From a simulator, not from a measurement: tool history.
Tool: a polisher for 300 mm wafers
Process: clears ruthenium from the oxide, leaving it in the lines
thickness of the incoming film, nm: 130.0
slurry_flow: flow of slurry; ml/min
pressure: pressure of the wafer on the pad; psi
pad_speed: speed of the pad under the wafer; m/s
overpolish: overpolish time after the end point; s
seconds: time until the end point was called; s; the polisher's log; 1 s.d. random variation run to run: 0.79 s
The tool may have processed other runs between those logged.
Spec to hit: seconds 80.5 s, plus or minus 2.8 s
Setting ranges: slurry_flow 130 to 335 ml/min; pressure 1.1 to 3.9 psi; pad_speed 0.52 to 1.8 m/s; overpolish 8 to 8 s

run    day  slurry_flow  pressure  pad_speed  overpolish  seconds
  1      0          215       2.5       1.16           8   104.54
  2  0.321          215       2.7       1.16           8   97.826
  3  0.425          215       2.8       1.16           8   92.452
  4  0.775          215       2.8        0.9           8   120.85
  5  0.917          215       2.8        0.9           8    119.3
  6   1.05          215         3        0.9           8      111
  7  1.283          215         3        0.9           8   111.03
  8  1.638          215       3.2        0.9           8   106.25
  9  1.967          215       3.4       0.92           8   97.316
     2.296  -- worn pad replaced by a new one
 10  2.296          215       3.5       0.92           8   86.712
 11  2.354          220       3.6       0.92           8   85.243
 12   2.65          225       3.6       0.92           8   84.911
 13  2.825          230       3.6       0.92           8   86.864
 14    3.2          230       3.6       0.92           8   83.882

Exercise: of the 4 proposed moves below, exactly one satisfies all targets within the stated allowed misses. Which move is it?
  A  3.575          205       3.7       0.96           8        ?
  B  3.575          230       3.2       1.04           8        ?
  C  3.575          240       3.4       0.96           8        ?
  D  3.575          230       3.9       0.98           8        ?

move  seconds
   A   81.336
   B   85.626
   C   86.784
   D   74.723
A: all results in spec
B: misses by more than the last run did
C: misses by more than the last run did
D: pushes the last run's worst result past its target
Move A is the one to make.
